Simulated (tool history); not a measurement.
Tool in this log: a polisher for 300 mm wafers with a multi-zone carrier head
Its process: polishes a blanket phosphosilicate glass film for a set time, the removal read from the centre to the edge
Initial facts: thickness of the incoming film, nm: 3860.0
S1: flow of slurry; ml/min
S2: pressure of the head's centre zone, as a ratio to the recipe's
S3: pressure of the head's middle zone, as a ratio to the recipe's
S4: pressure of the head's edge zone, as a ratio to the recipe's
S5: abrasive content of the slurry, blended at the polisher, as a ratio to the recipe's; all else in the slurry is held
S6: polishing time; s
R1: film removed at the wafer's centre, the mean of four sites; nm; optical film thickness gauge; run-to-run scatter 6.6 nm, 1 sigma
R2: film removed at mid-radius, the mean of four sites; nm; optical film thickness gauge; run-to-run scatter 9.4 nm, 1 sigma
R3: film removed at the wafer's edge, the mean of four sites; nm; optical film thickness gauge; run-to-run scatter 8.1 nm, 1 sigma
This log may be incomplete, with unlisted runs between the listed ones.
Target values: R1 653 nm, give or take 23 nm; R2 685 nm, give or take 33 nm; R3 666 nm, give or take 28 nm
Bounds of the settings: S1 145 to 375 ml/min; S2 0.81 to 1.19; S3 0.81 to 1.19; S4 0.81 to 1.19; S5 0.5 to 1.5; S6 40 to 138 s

run  hour   S1    S2    S3    S4    S5  S6      R1      R2      R3
  1     0  240     1     1     1     1  88   518.8  525.42  520.18
  2   7.5  240     1  0.96     1     1  88  525.55  521.81  528.64
  3  13.3  240     1  1.03     1     1  88  517.39  551.56  532.83
  4    14  240     1  1.03     1     1  80  475.02  502.61  481.82
  5  17.5  240     1  1.03  1.05     1  80  478.03   513.1  493.93
  6  24.2  240     1  1.03  1.05   0.8  80  450.33  470.48  456.56
  7  27.6  245  1.02  1.03  1.07     1  81  494.94  494.23  506.68
  8  31.9  245  1.03  1.06  1.05  1.15  83  530.64  563.46  518.59
  9  38.6  265  1.03     1  1.15   1.4  90  610.81  616.68  640.63
 10  40.3  270  1.04  1.02  1.15  1.45  90  624.17  623.34  642.34
 11  41.3  270  1.04  1.04  1.15  1.45  91   634.7  651.22  667.14

Exactly one of the 5 candidate moves below puts every result within its allowed miss. Which one?
  A  42.3  235  1.05  1.04  1.19  1.4  90   ?   ?   ?
  B  42.3  215  1.03  1.06  1.08  1.4  98   ?   ?   ?
  C  42.3  310  0.97  0.98  1.19  1.3  95   ?   ?   ?
  D  42.3  300  1.04     1  1.19  1.4  91   ?   ?   ?
  E  42.3  250  1.11     1  1.19  1.4  92   ?   ?   ?

move      R1      R2      R3
   A  612.51  621.26  637.93
   B  645.89  679.79  655.01
   C  604.29  629.86  675.41
   D  631.82  624.34  658.74
   E  667.49  618.73  656.14
A: the biggest miss grows against the last run
B: in spec on every target
C: the biggest miss grows against the last run
D: the biggest miss grows against the last run
E: the biggest miss grows against the last run
The right move is B.
